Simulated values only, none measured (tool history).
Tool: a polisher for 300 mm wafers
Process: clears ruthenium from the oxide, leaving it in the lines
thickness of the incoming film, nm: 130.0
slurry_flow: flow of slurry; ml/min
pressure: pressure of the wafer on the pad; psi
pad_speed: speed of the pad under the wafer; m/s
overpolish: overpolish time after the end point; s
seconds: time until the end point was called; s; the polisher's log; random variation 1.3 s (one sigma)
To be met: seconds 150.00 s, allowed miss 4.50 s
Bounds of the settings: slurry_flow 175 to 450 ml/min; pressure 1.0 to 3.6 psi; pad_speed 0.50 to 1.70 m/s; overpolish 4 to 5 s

| run | hour | slurry_flow | pressure | pad_speed | overpolish | seconds |
|---|---|---|---|---|---|---|
| 1 | 0.0 | 290 | 2.3 | 1.10 | 5 | 106.33 |
| 2 | 6.9 | 335 | 2.3 | 1.10 | 5 | 105.11 |
| 3 | 15.8 | 335 | 1.7 | 1.10 | 5 | 126.11 |
| 4 | 23.1 | 330 | 1.6 | 1.10 | 5 | 128.95 |
| 5 | 28.1 | 395 | 1.6 | 1.10 | 5 | 129.11 |
| 6 | 32.6 | 395 | 1.5 | 1.10 | 5 | 132.56 |
| 7 | 36.8 | 395 | 1.4 | 1.10 | 5 | 137.64 |
| 8 | 40.3 | 395 | 1.3 | 1.10 | 5 | 144.74 |

Which of these 4 next moves meets every target?
| A | 43.8 | 450 | 1.5 | 1.04 | 4 | ? |
| B | 43.8 | 390 | 1.5 | 0.96 | 5 | ? |
| C | 43.8 | 360 | 1.4 | 1.12 | 5 | ? |
| D | 43.8 | 410 | 1.5 | 1.02 | 5 | ? |

| move | seconds |
|---|---|
| A | 137.97 |
| B | 148.78 |
| C | 136.68 |
| D | 141.03 |
A: further off than the last run
B: meets every target
C: further off than the last run
D: further off than the last run
The right move is B.
